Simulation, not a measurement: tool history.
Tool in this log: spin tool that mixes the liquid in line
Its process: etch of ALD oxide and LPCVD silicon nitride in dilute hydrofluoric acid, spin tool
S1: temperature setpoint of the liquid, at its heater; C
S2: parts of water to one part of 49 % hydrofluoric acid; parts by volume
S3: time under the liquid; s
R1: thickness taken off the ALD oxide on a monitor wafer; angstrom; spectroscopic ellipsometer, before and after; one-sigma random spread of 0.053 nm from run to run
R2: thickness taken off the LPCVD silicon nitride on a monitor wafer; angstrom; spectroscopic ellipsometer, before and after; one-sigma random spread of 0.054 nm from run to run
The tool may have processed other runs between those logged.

run	hour	S1	S2	S3	R1	R2
1	0	24	250	100	67.709	2.5871
2	8.1	24	250	65	43.608	0.89342
3	13.7	26	225	65	53.669	1.0304
4	17.4	27	210	65	60.668	1.0262
5	19.1	28	200	65	67.04	2.3977
6	25	25	200	65	60.082	2.3872
7	32.1	26.5	190	65	67.024	2.2103
8	40.7	28	185	65	73.523	2.1449
9	42.8	29	180	65	78.262	2.2214
10	44.6	29.5	180	65	80.319	3.3096
11	52.2	30	180	65	81.227	2.4913
12	59.6	30.5	180	65	82.63	3.035
13	66.9	31	180	65	85.109	3.336

Predict the results of run 14:
14	74.8	31	180	65	?	?

R1: 84.695 angstrom
R2: 3.2724 angstrom
